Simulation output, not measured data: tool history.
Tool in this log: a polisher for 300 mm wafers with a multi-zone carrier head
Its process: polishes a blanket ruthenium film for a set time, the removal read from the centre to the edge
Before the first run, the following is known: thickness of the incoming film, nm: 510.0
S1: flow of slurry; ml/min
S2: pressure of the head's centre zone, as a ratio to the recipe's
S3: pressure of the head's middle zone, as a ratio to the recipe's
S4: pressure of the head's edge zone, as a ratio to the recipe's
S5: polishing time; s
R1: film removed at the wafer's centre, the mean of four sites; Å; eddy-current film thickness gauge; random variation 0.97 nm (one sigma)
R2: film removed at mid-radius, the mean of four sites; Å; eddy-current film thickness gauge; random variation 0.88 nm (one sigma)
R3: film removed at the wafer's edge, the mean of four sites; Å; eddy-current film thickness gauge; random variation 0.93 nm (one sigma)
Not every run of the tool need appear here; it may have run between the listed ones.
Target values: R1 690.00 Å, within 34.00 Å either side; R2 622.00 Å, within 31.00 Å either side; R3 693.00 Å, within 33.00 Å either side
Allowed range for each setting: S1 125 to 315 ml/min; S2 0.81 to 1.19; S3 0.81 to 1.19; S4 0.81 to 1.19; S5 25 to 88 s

Run 1, hour 0.0: S1 205 ml/min, S2 1.00, S3 1.00, S4 1.00, S5 56 s. Result: R1 755.72 Å, R2 769.61 Å, R3 768.40 Å.
Run 2, hour 3.7: S1 205 ml/min, S2 1.00, S3 1.00, S4 1.00, S5 65 s. Result: R1 885.57 Å, R2 879.92 Å, R3 879.02 Å.
Run 3, hour 5.1: S1 200 ml/min, S2 1.00, S3 0.97, S4 0.99, S5 62 s. Result: R1 837.93 Å, R2 807.59 Å, R3 834.93 Å.
Run 4, hour 13.7: S1 200 ml/min, S2 1.00, S3 1.03, S4 0.99, S5 62 s. Result: R1 833.44 Å, R2 885.23 Å, R3 833.55 Å.
Run 5, hour 16.4: S1 200 ml/min, S2 1.00, S3 1.09, S4 0.99, S5 62 s. Result: R1 828.23 Å, R2 884.43 Å, R3 842.37 Å.
Run 6, hour 20.7: S1 195 ml/min, S2 1.01, S3 1.05, S4 1.01, S5 59 s. Result: R1 792.11 Å, R2 847.81 Å, R3 818.61 Å.
Run 7, hour 27.4: S1 205 ml/min, S2 1.11, S3 0.95, S4 1.06, S5 43 s. Result: R1 653.97 Å, R2 566.12 Å, R3 609.83 Å.
Run 8, hour 30.2: S1 205 ml/min, S2 1.11, S3 0.95, S4 1.08, S5 44 s. Result: R1 664.16 Å, R2 573.68 Å, R3 620.68 Å.
Run 9, hour 36.8: S1 205 ml/min, S2 1.10, S3 0.95, S4 1.09, S5 45 s. Result: R1 678.51 Å, R2 597.60 Å, R3 638.86 Å.

Pick the move, out of 5, that brings all results within their allowed miss; only one does.
Run A, hour 43.4: S1 165 ml/min, S2 1.09, S3 0.86, S4 1.14, S5 48 s. Result: R1 ?, R2 ?, R3 ?.
Run B, hour 43.4: S1 195 ml/min, S2 1.16, S3 1.11, S4 1.12, S5 42 s. Result: R1 ?, R2 ?, R3 ?.
Run C, hour 43.4: S1 165 ml/min, S2 1.09, S3 0.89, S4 1.10, S5 46 s. Result: R1 ?, R2 ?, R3 ?.
Run D, hour 43.4: S1 180 ml/min, S2 0.99, S3 0.81, S4 1.17, S5 50 s. Result: R1 ?, R2 ?, R3 ?.
Run E, hour 43.4: S1 155 ml/min, S2 1.10, S3 0.96, S4 1.15, S5 50 s. Result: R1 ?, R2 ?, R3 ?.

move      R1      R2      R3
   A  680.33  568.27  662.10
   B  656.82  634.87  585.84
   C  652.12  560.26  624.79
   D  655.01  573.24  706.26
   E  705.33  640.24  684.94
A: the worst result of the last run now meets its target, but another is out of spec
B: its largest miss is bigger than the last run's
C: its largest miss is bigger than the last run's
D: the worst result of the last run now meets its target, but another is out of spec
E: every result within its allowed miss
Move E is the one to make.
